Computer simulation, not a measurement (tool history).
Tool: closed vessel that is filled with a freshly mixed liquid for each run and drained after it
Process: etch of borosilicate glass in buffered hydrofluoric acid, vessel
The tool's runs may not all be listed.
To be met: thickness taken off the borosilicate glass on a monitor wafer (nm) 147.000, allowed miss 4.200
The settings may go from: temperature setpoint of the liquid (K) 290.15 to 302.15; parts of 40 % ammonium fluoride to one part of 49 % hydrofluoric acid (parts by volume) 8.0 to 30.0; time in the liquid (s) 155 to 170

run	day	temperature setpoint of the liquid (K)	parts of 40 % ammonium fluoride to one part of 49 % hydrofluoric acid (parts by volume)	time in the liquid (s)	thickness taken off the borosilicate glass on a monitor wafer (nm)
1	0.000	294.15	22.5	155	72.180
2	0.204	294.15	22.5	170	80.096
3	0.333	296.15	21.0	170	92.675
4	0.704	297.65	19.5	170	106.890
5	1.012	298.65	18.5	170	119.230
6	1.229	298.65	18.5	170	118.230
7	1.317	299.65	18.0	170	129.350
8	1.667	300.15	18.0	170	132.870
9	2.038	300.65	18.0	170	135.370

Which of these 4 next moves meets every target?
A	2.408	302.15	18.5	165	?
B	2.408	299.65	16.5	165	?
C	2.408	301.15	20.0	155	?
D	2.408	299.15	15.5	170	?

move	thickness taken off the borosilicate glass on a monitor wafer (nm)
A	139.940
B	137.390
C	115.490
D	146.650
A: nearer than the last run, and not there yet
B: nearer than the last run, and not there yet
C: further off than the last run
D: meets every target
Answer: D

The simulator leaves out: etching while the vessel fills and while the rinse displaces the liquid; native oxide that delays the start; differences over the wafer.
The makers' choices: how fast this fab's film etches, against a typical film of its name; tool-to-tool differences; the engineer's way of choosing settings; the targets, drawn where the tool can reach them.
